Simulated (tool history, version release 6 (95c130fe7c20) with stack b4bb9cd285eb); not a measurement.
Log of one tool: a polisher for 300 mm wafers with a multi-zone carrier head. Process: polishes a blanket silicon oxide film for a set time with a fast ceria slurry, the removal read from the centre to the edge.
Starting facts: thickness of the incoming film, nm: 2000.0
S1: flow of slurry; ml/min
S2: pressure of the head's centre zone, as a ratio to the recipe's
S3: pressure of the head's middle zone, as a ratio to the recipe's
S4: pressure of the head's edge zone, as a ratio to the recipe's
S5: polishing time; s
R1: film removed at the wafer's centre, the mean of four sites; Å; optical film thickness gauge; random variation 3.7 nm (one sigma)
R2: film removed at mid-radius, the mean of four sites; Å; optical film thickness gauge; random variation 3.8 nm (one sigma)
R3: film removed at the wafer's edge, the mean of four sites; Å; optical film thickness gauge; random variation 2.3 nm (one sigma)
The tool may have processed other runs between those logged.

| run | hour | S1 | S2 | S3 | S4 | S5 | R1 | R2 | R3 |
|---|---|---|---|---|---|---|---|---|---|
| 1 | 0 | 280 | 1 | 1 | 1 | 52 | 4170.1 | 4434.3 | 4419.2 |
| 2 | 4.4 | 280 | 1 | 1.07 | 1 | 52 | 4207.5 | 4646.3 | 4499.5 |
| 3 | 8.8 | 280 | 1.04 | 1.07 | 1 | 52 | 4327.6 | 4705.5 | 4369.7 |
| 4 | 17.6 | 280 | 1.04 | 1.07 | 1 | 39 | 3273.7 | 3470.3 | 3345.3 |
| 5 | 25 | 280 | 1.04 | 1.01 | 1 | 39 | 3257.6 | 3304.6 | 3343.5 |
| 6 | 26.4 | 280 | 1.04 | 1.01 | 1 | 50 | 4151.6 | 4276.7 | 4256.5 |
| 7 | 28.7 | 275 | 1.07 | 0.96 | 0.96 | 48 | 4117.9 | 4017.1 | 4011.5 |

Expected results for the next run?
| 8 | 29.4 | 275 | 1.1 | 0.92 | 0.95 | 46 | ? | ? | ? |

{"run 8": {"R1": 4016.9, "R2": 3626.6, "R3": 3834.4}}
